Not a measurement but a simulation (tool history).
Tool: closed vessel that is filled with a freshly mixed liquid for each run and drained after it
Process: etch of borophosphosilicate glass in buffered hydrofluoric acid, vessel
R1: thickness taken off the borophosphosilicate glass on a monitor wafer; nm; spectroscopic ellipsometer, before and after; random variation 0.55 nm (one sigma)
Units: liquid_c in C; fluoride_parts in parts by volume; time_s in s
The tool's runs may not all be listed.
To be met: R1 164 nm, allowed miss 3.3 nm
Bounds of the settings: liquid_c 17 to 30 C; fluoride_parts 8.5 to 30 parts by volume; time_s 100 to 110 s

{"run": 1, "hour": 0.0, "liquid_c": 22, "fluoride_parts": 23.5, "time_s": 100, "R1": 89.121}
{"run": 2, "hour": 6.7, "liquid_c": 23, "fluoride_parts": 22.5, "time_s": 100, "R1": 97.636}
{"run": 3, "hour": 8.8, "liquid_c": 20, "fluoride_parts": 22.5, "time_s": 100, "R1": 82.768}
{"run": 4, "hour": 16.8, "liquid_c": 17, "fluoride_parts": 22.5, "time_s": 100, "R1": 69.885}
{"run": 5, "hour": 18.8, "liquid_c": 17, "fluoride_parts": 16.5, "time_s": 100, "R1": 91.771}
{"run": 6, "hour": 19.7, "liquid_c": 17, "fluoride_parts": 16.5, "time_s": 100, "R1": 91.891}
{"run": 7, "hour": 23.4, "liquid_c": 18.5, "fluoride_parts": 16.5, "time_s": 100, "R1": 100.52}
{"run": 8, "hour": 29.1, "liquid_c": 22.5, "fluoride_parts": 16, "time_s": 100, "R1": 128.43}
{"run": 9, "hour": 37.6, "liquid_c": 23, "fluoride_parts": 16, "time_s": 100, "R1": 131.55}
{"run": 10, "hour": 38.3, "liquid_c": 23.5, "fluoride_parts": 16, "time_s": 100, "R1": 135.86}
{"run": 11, "hour": 43.6, "liquid_c": 24, "fluoride_parts": 16, "time_s": 100, "R1": 139.26}
{"run": 12, "hour": 50.4, "liquid_c": 24.5, "fluoride_parts": 16, "time_s": 100, "R1": 142.86}
{"run": 13, "hour": 56.9, "liquid_c": 25, "fluoride_parts": 16, "time_s": 100, "R1": 146.1}
{"run": 14, "hour": 58.0, "liquid_c": 25.5, "fluoride_parts": 16, "time_s": 100, "R1": 150.95}
{"run": 15, "hour": 64.9, "liquid_c": 26.5, "fluoride_parts": 16, "time_s": 100, "R1": 159.33}

4 next moves are on the table. One of them brings every result within its allowed miss. Which?
{"run": "A", "hour": 71.8, "liquid_c": 25, "fluoride_parts": 15, "time_s": 105, "R1": "?"}
{"run": "B", "hour": 71.8, "liquid_c": 22.5, "fluoride_parts": 14.5, "time_s": 110, "R1": "?"}
{"run": "C", "hour": 71.8, "liquid_c": 25.5, "fluoride_parts": 16, "time_s": 100, "R1": "?"}
{"run": "D", "hour": 71.8, "liquid_c": 25, "fluoride_parts": 15, "time_s": 100, "R1": "?"}

move=A R1=164.33
move=B R1=155.47
move=C R1=150.84
move=D R1=156.5
A: meets every target
B: further off than the last run
C: further off than the last run
D: further off than the last run
The right move is A.
